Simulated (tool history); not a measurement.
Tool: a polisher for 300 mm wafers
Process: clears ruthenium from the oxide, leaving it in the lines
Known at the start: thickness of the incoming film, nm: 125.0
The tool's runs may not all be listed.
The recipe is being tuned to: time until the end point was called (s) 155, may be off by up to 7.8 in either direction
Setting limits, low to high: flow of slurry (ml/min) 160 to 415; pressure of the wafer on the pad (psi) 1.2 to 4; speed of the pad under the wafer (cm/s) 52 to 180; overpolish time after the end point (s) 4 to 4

| run | hour | flow of slurry (ml/min) | pressure of the wafer on the pad (psi) | speed of the pad under the wafer (cm/s) | overpolish time after the end point (s) | time until the end point was called (s) |
|---|---|---|---|---|---|---|
| 1 | 0 | 265 | 2.6 | 116 | 4 | 60.553 |
| 2 | 6 | 295 | 2.6 | 116 | 4 | 59.377 |
| 3 | 9.7 | 290 | 2.4 | 108 | 4 | 68.284 |
| 4 | 11.9 | 290 | 2.7 | 108 | 4 | 63.215 |
| 5 | 18.3 | 290 | 2.5 | 100 | 4 | 71.64 |
| 6 | 19.9 | 290 | 2.5 | 100 | 4 | 71.524 |
| 7 | 21 | 290 | 2.3 | 94 | 4 | 83.171 |
| 8 | 26.9 | 290 | 2.1 | 90 | 4 | 95.312 |
| 9 | 33 | 290 | 2 | 88 | 4 | 100.9 |
| 10 | 37.3 | 290 | 1.9 | 86 | 4 | 106.97 |
| 11 | 45.6 | 290 | 1.8 | 84 | 4 | 117.36 |
| 12 | 46.7 | 290 | 1.2 | 82 | 4 | 171.55 |
| 13 | 50.5 | 290 | 1.3 | 82 | 4 | 161.9 |

Pick the move, out of 5, that brings all results within their allowed miss; only one does.
| A | 54.3 | 235 | 1.4 | 70 | 4 | ? |
| B | 54.3 | 235 | 1.2 | 80 | 4 | ? |
| C | 54.3 | 355 | 1.2 | 94 | 4 | ? |
| D | 54.3 | 320 | 1.2 | 76 | 4 | ? |
| E | 54.3 | 410 | 1.2 | 74 | 4 | ? |

| move | time until the end point was called (s) |
|---|---|
| A | 182.07 |
| B | 185.32 |
| C | 154.6 |
| D | 190.77 |
| E | 192.84 |
A: further off than the last run
B: further off than the last run
C: meets every target
D: further off than the last run
E: further off than the last run
The right move is C.
